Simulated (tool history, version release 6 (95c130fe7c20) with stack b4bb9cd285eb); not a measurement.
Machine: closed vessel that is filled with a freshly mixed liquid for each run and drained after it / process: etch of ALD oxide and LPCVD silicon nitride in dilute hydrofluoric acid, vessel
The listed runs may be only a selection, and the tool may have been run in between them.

run  hour  temperature setpoint of the liquid (K)  parts of water to one part of 49 % hydrofluoric acid (parts by volume)  time in the liquid (s)  thickness taken off the ALD oxide on a monitor wafer (Å)  thickness taken off the LPCVD silicon nitride on a monitor wafer (Å)
  1   0.0                                  296.15                                                                     160                     120                                                    70.262                                                                3.4265
  2   8.2                                  296.15                                                                     190                     120                                                    58.414                                                                2.7365
  3  16.5                                  293.65                                                                     190                     120                                                    52.965                                                                2.1267
  4  23.5                                  295.65                                                                     190                     120                                                    56.382                                                                2.4939
  5  28.3                                  295.65                                                                     140                     120                                                    81.626                                                                3.8294
  6  31.4                                  292.65                                                                     140                     120                                                    71.306                                                                3.3128
  7  37.3                                  295.15                                                                     130                     120                                                    87.432                                                                4.4825
  8  40.3                                  296.65                                                                     125                     120                                                    96.549                                                                4.5790
  9  49.6                                  298.15                                                                     120                     120                                                   106.800                                                                4.6745
 10  50.4                                  299.65                                                                     120                     120                                                   113.440                                                                5.8970

Run 11 comes next. What will it give?
 11  53.5                                  300.65                                                                     115                     120                                                         ?                                                                     ?

{"run 11": {"thickness taken off the ALD oxide on a monitor wafer (Å)": 124.01, "thickness taken off the LPCVD silicon nitride on a monitor wafer (Å)": 6.9949}}
